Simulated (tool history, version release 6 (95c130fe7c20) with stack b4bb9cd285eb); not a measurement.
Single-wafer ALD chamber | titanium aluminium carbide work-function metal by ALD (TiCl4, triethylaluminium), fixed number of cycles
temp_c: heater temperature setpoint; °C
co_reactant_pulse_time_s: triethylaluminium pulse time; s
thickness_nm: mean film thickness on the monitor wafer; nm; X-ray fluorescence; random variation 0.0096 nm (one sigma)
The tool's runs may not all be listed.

{"run": 1, "hour": 0.0, "temp_c": 305, "co_reactant_pulse_time_s": 13.94, "thickness_nm": 2.0674}
{"run": 2, "hour": 5.2, "temp_c": 299, "co_reactant_pulse_time_s": 13.94, "thickness_nm": 2.0345}
{"run": 3, "hour": 11.6, "temp_c": 297, "co_reactant_pulse_time_s": 12.71, "thickness_nm": 1.985}
{"run": 4, "hour": 17.2, "temp_c": 295, "co_reactant_pulse_time_s": 12.42, "thickness_nm": 1.9492}
{"run": 5, "hour": 17.9, "temp_c": 289, "co_reactant_pulse_time_s": 12.42, "thickness_nm": 1.8965}
{"run": 6, "hour": 25.4, "temp_c": 288, "co_reactant_pulse_time_s": 12.35, "thickness_nm": 1.8813}
{"run": 7, "hour": 33.3, "temp_c": 288, "co_reactant_pulse_time_s": 12.31, "thickness_nm": 1.903}

Run 8 comes next. What will it give?
{"run": 8, "hour": 34.1, "temp_c": 281, "co_reactant_pulse_time_s": 11.63, "thickness_nm": "?"}

Run 8 gave thickness_nm 1.8078 nm.

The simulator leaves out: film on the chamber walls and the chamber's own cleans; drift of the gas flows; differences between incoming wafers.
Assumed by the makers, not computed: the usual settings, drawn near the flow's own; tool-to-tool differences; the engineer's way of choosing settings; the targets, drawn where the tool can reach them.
